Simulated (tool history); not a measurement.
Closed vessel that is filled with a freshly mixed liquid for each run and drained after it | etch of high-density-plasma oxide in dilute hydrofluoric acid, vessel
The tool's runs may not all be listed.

run    day  temperature setpoint of the liquid (K)  parts of water to one part of 49 % hydrofluoric acid (parts by volume)  time in the liquid (s)  thickness taken off the high-density-plasma oxide on a monitor wafer (Å)
  1      0                                  293.15                                                                     190                     115                                                                    41.498
  2  0.058                                  294.65                                                                     190                     115                                                                    43.607
  3  0.096                                  294.65                                                                     190                     115                                                                    43.533
  4  0.475                                  295.65                                                                     190                     115                                                                    45.408
  5  0.812                                  295.65                                                                     190                      80                                                                    31.379
  6  1.162                                  295.15                                                                     180                      80                                                                    32.988
  7  1.233                                  295.15                                                                     160                      80                                                                    38.423
  8  1.308                                  295.15                                                                     150                      80                                                                    41.208
  9  1.679                                  295.15                                                                     140                      80                                                                    44.498
 10  1.975                                  295.15                                                                     135                      80                                                                    46.469

The next listed run, before its measurement:
 11  2.338                                  295.15                                                                     130                      80                                                                         ?

thickness taken off the high-density-plasma oxide on a monitor wafer (Å): 48.815

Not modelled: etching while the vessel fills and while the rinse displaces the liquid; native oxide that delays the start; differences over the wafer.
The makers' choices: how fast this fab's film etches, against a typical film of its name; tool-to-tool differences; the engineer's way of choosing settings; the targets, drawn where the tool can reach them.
